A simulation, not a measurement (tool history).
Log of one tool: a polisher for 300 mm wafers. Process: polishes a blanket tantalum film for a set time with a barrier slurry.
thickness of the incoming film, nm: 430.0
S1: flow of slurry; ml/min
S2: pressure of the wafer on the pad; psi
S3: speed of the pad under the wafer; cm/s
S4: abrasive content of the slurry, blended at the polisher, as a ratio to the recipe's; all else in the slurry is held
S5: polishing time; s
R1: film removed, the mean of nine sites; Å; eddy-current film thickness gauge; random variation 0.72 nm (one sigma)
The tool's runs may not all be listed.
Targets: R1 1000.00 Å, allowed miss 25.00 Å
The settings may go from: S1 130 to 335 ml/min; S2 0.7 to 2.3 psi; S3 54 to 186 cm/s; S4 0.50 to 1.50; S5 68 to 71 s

run 1 hour=0.0 | S1=215 S2=1.5 S3=118 S4=1.00 S5=68 | R1=1161.20
run 2 hour=6.9 | S1=215 S2=1.5 S3=146 S4=1.00 S5=68 | R1=1355.30
run 3 hour=7.5 | S1=165 S2=1.5 S3=146 S4=1.00 S5=68 | R1=1300.00
run 4 hour=11.3 | S1=165 S2=1.5 S3=146 S4=1.00 S5=68 | R1=1299.40
run 5 hour=17.1 | S1=165 S2=1.4 S3=146 S4=1.00 S5=68 | R1=1208.80
run 6 hour=20.3 | S1=165 S2=1.4 S3=146 S4=0.80 S5=68 | R1=1099.00
run 7 hour=27.8 | S1=160 S2=1.4 S3=146 S4=0.80 S5=68 | R1=1101.50
run 8 hour=31.3 | S1=155 S2=1.4 S3=146 S4=0.80 S5=68 | R1=1097.00
run 9 hour=37.8 | S1=150 S2=1.4 S3=146 S4=0.80 S5=68 | R1=1092.30
run 10 hour=43.4 | S1=150 S2=1.4 S3=146 S4=0.80 S5=68 | R1=1092.20
run 11 hour=44.6 | S1=145 S2=1.4 S3=146 S4=0.80 S5=68 | R1=1073.00
run 12 hour=49.2 | S1=140 S2=1.4 S3=146 S4=0.80 S5=68 | R1=1062.00
run 13 hour=55.6 | S1=135 S2=1.4 S3=146 S4=0.80 S5=68 | R1=1061.40

Which of these 4 next moves meets every target?
run A hour=62.0 | S1=190 S2=1.3 S3=134 S4=0.75 S5=70 | R1=?
run B hour=62.0 | S1=155 S2=1.5 S3=136 S4=0.80 S5=70 | R1=?
run C hour=62.0 | S1=210 S2=1.1 S3=186 S4=0.75 S5=68 | R1=?
run D hour=62.0 | S1=165 S2=1.4 S3=132 S4=0.95 S5=71 | R1=?

move=A R1=997.23
move=B R1=1137.40
move=C R1=1091.90
move=D R1=1165.20
A: meets every target
B: further off than the last run
C: further off than the last run
D: further off than the last run
The right move is A.
